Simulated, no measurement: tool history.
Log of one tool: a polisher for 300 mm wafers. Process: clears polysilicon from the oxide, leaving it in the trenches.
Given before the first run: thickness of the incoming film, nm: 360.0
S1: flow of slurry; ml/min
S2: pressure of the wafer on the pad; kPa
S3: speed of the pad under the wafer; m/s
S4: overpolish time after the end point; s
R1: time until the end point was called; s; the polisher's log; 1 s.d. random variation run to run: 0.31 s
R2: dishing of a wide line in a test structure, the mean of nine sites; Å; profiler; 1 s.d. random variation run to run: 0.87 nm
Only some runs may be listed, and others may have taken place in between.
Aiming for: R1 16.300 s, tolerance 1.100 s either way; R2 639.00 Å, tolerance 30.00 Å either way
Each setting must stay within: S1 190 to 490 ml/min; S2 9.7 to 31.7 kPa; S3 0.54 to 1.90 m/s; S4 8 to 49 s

Run 1, hour 0.0: S1 315 ml/min, S2 20.7 kPa, S3 1.22 m/s, S4 25 s. Result: R1 21.065 s, R2 665.41 Å.
Run 2, hour 1.3: S1 315 ml/min, S2 22.1 kPa, S3 1.24 m/s, S4 20 s. Result: R1 18.956 s, R2 689.82 Å.
Run 3, hour 6.5: S1 315 ml/min, S2 22.1 kPa, S3 1.04 m/s, S4 20 s. Result: R1 22.703 s, R2 672.35 Å.
Run 4, hour 13.4: S1 315 ml/min, S2 22.1 kPa, S3 0.88 m/s, S4 20 s. Result: R1 27.232 s, R2 654.13 Å.
Run 5, hour 17.5: S1 315 ml/min, S2 22.1 kPa, S3 0.88 m/s, S4 13 s. Result: R1 25.980 s, R2 617.59 Å.
Run 6, hour 25.7: S1 315 ml/min, S2 26.2 kPa, S3 0.88 m/s, S4 13 s. Result: R1 22.654 s, R2 637.40 Å.
Run 7, hour 31.0: S1 320 ml/min, S2 27.6 kPa, S3 0.92 m/s, S4 11 s. Result: R1 20.484 s, R2 634.80 Å.
Run 8, hour 33.6: S1 320 ml/min, S2 29.0 kPa, S3 0.94 m/s, S4 10 s. Result: R1 19.637 s, R2 645.68 Å.
Run 9, hour 36.6: S1 335 ml/min, S2 29.6 kPa, S3 0.96 m/s, S4 9 s. Result: R1 18.922 s, R2 608.52 Å.
Run 10, hour 43.6: S1 325 ml/min, S2 30.3 kPa, S3 1.00 m/s, S4 10 s. Result: R1 17.970 s, R2 629.06 Å.

Exercise: of the 5 proposed moves below, exactly one satisfies all targets within the stated allowed misses. Which move is it?
Run A, hour 50.6: S1 405 ml/min, S2 29.0 kPa, S3 1.16 m/s, S4 8 s. Result: R1 ?, R2 ?.
Run B, hour 50.6: S1 340 ml/min, S2 29.0 kPa, S3 0.98 m/s, S4 9 s. Result: R1 ?, R2 ?.
Run C, hour 50.6: S1 320 ml/min, S2 31.0 kPa, S3 0.82 m/s, S4 12 s. Result: R1 ?, R2 ?.
Run D, hour 50.6: S1 305 ml/min, S2 26.9 kPa, S3 0.98 m/s, S4 11 s. Result: R1 ?, R2 ?.
Run E, hour 50.6: S1 270 ml/min, S2 31.7 kPa, S3 0.88 m/s, S4 13 s. Result: R1 ?, R2 ?.

move      R1      R2
   A  15.815  642.99
   B  18.500  637.47
   C  20.331  661.64
   D  19.871  654.51
   E  19.106  674.45
A: in spec on every target
B: its largest miss is bigger than the last run's
C: its largest miss is bigger than the last run's
D: its largest miss is bigger than the last run's
E: its largest miss is bigger than the last run's
Move A is the one to make.
